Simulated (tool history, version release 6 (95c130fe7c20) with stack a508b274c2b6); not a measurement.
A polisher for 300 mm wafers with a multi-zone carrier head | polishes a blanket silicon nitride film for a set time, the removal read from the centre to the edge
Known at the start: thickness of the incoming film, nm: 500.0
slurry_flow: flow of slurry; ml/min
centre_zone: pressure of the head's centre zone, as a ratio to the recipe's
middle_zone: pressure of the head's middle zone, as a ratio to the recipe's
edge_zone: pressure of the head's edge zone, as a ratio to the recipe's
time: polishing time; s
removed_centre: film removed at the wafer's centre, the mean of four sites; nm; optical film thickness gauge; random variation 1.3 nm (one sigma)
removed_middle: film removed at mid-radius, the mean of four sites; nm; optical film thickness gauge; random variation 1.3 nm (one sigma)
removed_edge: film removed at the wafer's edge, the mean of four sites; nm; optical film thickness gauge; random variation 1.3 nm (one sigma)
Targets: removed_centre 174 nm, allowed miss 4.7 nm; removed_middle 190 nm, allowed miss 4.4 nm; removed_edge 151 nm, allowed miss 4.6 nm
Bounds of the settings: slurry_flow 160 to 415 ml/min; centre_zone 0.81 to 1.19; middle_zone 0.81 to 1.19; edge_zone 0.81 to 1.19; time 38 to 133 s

run 1 hour=0 | slurry_flow=265 centre_zone=1 middle_zone=1 edge_zone=1 time=85 | removed_centre=125.79 removed_middle=128.78 removed_edge=126.24
run 2 hour=1 | slurry_flow=290 centre_zone=1.03 middle_zone=1.06 edge_zone=0.99 time=89 | removed_centre=139.11 removed_middle=142.22 removed_edge=133.73
run 3 hour=8.5 | slurry_flow=245 centre_zone=1.03 middle_zone=1.06 edge_zone=0.99 time=89 | removed_centre=135 removed_middle=139.36 removed_edge=130.68
run 4 hour=15.5 | slurry_flow=245 centre_zone=1.03 middle_zone=0.98 edge_zone=0.99 time=89 | removed_centre=137.33 removed_middle=132.69 removed_edge=129.55
run 5 hour=18.4 | slurry_flow=245 centre_zone=1.11 middle_zone=0.98 edge_zone=0.99 time=89 | removed_centre=147.34 removed_middle=131.74 removed_edge=130.07
run 6 hour=25.3 | slurry_flow=245 centre_zone=1.11 middle_zone=0.98 edge_zone=0.93 time=89 | removed_centre=146.49 removed_middle=132.23 removed_edge=126.93
run 7 hour=30 | slurry_flow=265 centre_zone=1.1 middle_zone=1.04 edge_zone=0.9 time=93 | removed_centre=152.53 removed_middle=144.49 removed_edge=131.02
run 8 hour=31.5 | slurry_flow=265 centre_zone=1.1 middle_zone=1.04 edge_zone=0.9 time=93 | removed_centre=152.59 removed_middle=144.16 removed_edge=129.62
run 9 hour=32.9 | slurry_flow=280 centre_zone=1.09 middle_zone=1.08 edge_zone=0.89 time=97 | removed_centre=158.37 removed_middle=158 removed_edge=135.54
run 10 hour=41.5 | slurry_flow=300 centre_zone=1.09 middle_zone=1.11 edge_zone=0.9 time=99 | removed_centre=161.62 removed_middle=166.94 removed_edge=140.46
run 11 hour=46.6 | slurry_flow=315 centre_zone=1.1 middle_zone=1.13 edge_zone=0.91 time=100 | removed_centre=166.13 removed_middle=170.13 removed_edge=143.04
run 12 hour=47.8 | slurry_flow=325 centre_zone=1.1 middle_zone=1.15 edge_zone=0.91 time=101 | removed_centre=169.5 removed_middle=175.81 removed_edge=145.95

5 next moves are on the table. One of them brings every result within its allowed miss. Which?
run A hour=49 | slurry_flow=365 centre_zone=1.14 middle_zone=1.19 edge_zone=0.96 time=99 | removed_centre=? removed_middle=? removed_edge=?
run B hour=49 | slurry_flow=315 centre_zone=1.12 middle_zone=1.09 edge_zone=0.94 time=100 | removed_centre=? removed_middle=? removed_edge=?
run C hour=49 | slurry_flow=350 centre_zone=1.15 middle_zone=1.16 edge_zone=1.04 time=96 | removed_centre=? removed_middle=? removed_edge=?
run D hour=49 | slurry_flow=400 centre_zone=1.05 middle_zone=1.16 edge_zone=0.86 time=107 | removed_centre=? removed_middle=? removed_edge=?
run E hour=49 | slurry_flow=415 centre_zone=0.99 middle_zone=0.95 edge_zone=1.02 time=106 | removed_centre=? removed_middle=? removed_edge=?

move=A removed_centre=172.97 removed_middle=176.57 removed_edge=147.22
move=B removed_centre=169.26 removed_middle=163.42 removed_edge=146.09
move=C removed_centre=168.57 removed_middle=166.91 removed_edge=148.08
move=D removed_centre=173.34 removed_middle=188.06 removed_edge=152.1
move=E removed_centre=162.05 removed_middle=157.62 removed_edge=163.99
A: nearer than the last run, and not there yet
B: further off than the last run
C: further off than the last run
D: meets every target
E: further off than the last run
Move D is the one to make.

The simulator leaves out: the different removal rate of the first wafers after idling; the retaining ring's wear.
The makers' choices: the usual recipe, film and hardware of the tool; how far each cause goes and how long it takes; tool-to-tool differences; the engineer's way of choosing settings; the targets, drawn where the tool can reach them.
